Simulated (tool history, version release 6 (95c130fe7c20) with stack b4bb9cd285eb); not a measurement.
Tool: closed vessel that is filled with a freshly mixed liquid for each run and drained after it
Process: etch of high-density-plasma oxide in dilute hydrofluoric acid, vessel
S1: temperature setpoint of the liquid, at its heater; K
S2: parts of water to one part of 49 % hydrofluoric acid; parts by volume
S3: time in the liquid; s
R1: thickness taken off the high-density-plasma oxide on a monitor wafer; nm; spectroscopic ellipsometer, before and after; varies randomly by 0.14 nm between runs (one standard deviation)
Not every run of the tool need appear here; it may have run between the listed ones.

run 1 hour=0 | S1=293.15 S2=130 S3=555 | R1=18.65
run 2 hour=6 | S1=293.15 S2=85 S3=555 | R1=29.91
run 3 hour=12.4 | S1=293.15 S2=85 S3=555 | R1=29.971
run 4 hour=19.2 | S1=293.15 S2=50 S3=555 | R1=52.696
run 5 hour=27.1 | S1=292.65 S2=50 S3=555 | R1=51.908
run 6 hour=33.6 | S1=292.65 S2=50 S3=595 | R1=55.451
run 7 hour=36 | S1=292.15 S2=55 S3=595 | R1=49.213

For run 8, what comes out?
run 8 hour=42.6 | S1=291.65 S2=55 S3=595 | R1=?

{"run 8": {"R1": 47.903}}

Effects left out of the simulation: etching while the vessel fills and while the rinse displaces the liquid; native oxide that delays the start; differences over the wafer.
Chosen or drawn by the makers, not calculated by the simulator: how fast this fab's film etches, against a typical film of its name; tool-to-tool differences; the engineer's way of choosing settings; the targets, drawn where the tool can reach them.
